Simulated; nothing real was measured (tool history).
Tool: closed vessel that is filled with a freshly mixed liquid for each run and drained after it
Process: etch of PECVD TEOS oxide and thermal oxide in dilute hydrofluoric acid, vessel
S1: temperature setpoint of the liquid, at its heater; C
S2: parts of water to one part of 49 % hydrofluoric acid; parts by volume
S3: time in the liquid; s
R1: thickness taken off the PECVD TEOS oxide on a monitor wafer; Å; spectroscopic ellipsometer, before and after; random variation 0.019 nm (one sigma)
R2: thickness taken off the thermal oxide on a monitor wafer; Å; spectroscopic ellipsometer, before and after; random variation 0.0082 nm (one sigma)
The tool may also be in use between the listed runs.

| run | day | S1 | S2 | S3 | R1 | R2 |
|---|---|---|---|---|---|---|
| 1 | 0.000 | 22.0 | 220 | 95 | 74.344 | 16.8290 |
| 2 | 0.254 | 22.0 | 275 | 95 | 57.895 | 13.0010 |
| 3 | 0.617 | 22.0 | 275 | 120 | 73.179 | 16.2320 |
| 4 | 0.871 | 22.0 | 275 | 85 | 51.304 | 11.4760 |
| 5 | 1.033 | 22.0 | 275 | 110 | 67.385 | 14.6380 |
| 6 | 1.196 | 21.5 | 290 | 105 | 58.698 | 12.7940 |
| 7 | 1.229 | 21.5 | 300 | 100 | 52.630 | 11.5630 |
| 8 | 1.388 | 21.0 | 310 | 95 | 46.543 | 10.3430 |
| 9 | 1.425 | 21.0 | 310 | 95 | 47.647 | 10.4670 |
| 10 | 1.475 | 20.5 | 320 | 90 | 41.582 | 8.8767 |
| 11 | 1.554 | 20.5 | 330 | 85 | 38.511 | 8.6551 |

Run 12 comes next. What will it give?
| 12 | 1.604 | 20.0 | 335 | 85 | ? | ? |

{"run 12": {"R1": 37.426, "R2": 8.2306}}

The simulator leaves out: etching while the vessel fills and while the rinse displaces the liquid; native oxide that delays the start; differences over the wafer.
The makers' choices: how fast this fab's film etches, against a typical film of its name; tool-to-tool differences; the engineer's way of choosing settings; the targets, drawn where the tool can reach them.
